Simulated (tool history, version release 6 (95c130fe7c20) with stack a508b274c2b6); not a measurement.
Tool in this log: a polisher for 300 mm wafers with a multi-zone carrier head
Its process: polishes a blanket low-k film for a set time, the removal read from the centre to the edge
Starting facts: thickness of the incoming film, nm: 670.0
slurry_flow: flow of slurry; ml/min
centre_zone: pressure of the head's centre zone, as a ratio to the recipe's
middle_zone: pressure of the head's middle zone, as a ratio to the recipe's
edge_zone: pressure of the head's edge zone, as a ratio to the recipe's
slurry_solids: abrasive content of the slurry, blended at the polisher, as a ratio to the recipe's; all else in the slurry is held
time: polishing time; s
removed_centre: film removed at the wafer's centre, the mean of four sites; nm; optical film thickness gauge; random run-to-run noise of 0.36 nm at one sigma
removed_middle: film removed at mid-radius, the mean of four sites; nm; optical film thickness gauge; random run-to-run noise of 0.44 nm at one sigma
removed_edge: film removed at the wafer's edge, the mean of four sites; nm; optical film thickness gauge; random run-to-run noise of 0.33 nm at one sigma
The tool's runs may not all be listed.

| run | day | slurry_flow | centre_zone | middle_zone | edge_zone | slurry_solids | time | removed_centre | removed_middle | removed_edge |
|---|---|---|---|---|---|---|---|---|---|---|
| 1 | 0 | 135 | 1 | 1 | 1 | 1 | 86 | 30.092 | 30.051 | 28.892 |
| 2 | 0.142 | 145 | 1.02 | 1.01 | 1 | 1 | 86 | 31.039 | 30.52 | 29.95 |
| 3 | 0.358 | 145 | 1.02 | 1.01 | 1 | 1.1 | 86 | 32.228 | 31.355 | 31.513 |
| 4 | 0.667 | 145 | 1.02 | 1.05 | 1 | 1.1 | 86 | 32.224 | 32.789 | 31.013 |
| 5 | 0.746 | 145 | 1.02 | 1.05 | 1 | 0.95 | 86 | 30.378 | 30.701 | 28.773 |
| 6 | 0.804 | 125 | 1.02 | 1.05 | 1 | 0.95 | 86 | 29.053 | 29.71 | 27.795 |
| 7 | 1.083 | 135 | 1.04 | 1.07 | 0.99 | 0.95 | 86 | 30.03 | 30.542 | 28.401 |
| 8 | 1.446 | 145 | 1.06 | 1.09 | 0.96 | 0.95 | 86 | 31.233 | 30.92 | 27.924 |
| 9 | 1.775 | 155 | 1.07 | 1.1 | 0.96 | 0.95 | 86 | 32.694 | 31.343 | 28.256 |

Run 10, settings as shown, results not yet in. Your forecast:
| 10 | 2.092 | 155 | 1.07 | 1.1 | 0.96 | 0.95 | 86 | ? | ? | ? |

removed_centre: 31.539 nm
removed_middle: 32.07 nm
removed_edge: 28.892 nm
